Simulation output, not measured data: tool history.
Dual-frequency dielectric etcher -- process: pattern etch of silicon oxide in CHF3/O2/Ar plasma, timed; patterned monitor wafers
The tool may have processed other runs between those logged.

run    day  source power (kW)  bias power (kW)  etch time (s)  mean etch depth across the wafer (Å)
  1      0               0.81            0.186          241.5                                4819.6
  2  0.133               0.95            0.186          241.5                                5307.3
  3  0.167               0.95            0.186          223.5                                4903.3
  4  0.408               0.82            0.186          223.5                                4509.5
  5  0.688               0.86             0.19          223.5                                4649.3
  6  0.729               0.76             0.19          223.5                                4335.4

Run 7 is up next; what results do you expect?
  7  0.988               0.92            0.227            226                                     ?

mean etch depth across the wafer (Å): 5218.1

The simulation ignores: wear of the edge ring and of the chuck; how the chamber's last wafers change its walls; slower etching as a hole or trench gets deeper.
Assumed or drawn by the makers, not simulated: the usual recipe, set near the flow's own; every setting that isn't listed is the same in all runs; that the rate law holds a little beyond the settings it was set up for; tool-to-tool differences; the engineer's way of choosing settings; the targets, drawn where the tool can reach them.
